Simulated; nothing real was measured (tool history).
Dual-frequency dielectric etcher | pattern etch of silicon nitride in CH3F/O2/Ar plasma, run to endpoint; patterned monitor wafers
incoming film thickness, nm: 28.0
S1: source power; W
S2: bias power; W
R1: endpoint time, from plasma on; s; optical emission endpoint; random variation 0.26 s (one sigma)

run 1 hour=0 | S1=540 S2=57 | R1=36.948
run 2 hour=6 | S1=520 S2=57 | R1=37.817
run 3 hour=10.2 | S1=580 S2=57 | R1=36.29
run 4 hour=16 | S1=580 S2=50 | R1=38.422
run 5 hour=18.6 | S1=580 S2=47 | R1=39.225
run 6 hour=25.5 | S1=570 S2=47 | R1=39.674
run 7 hour=30.2 | S1=560 S2=47 | R1=40.157

Run 8 comes next. What will it give?
run 8 hour=31.1 | S1=540 S2=47 | R1=?

Run 8 gave R1 40.67 s.
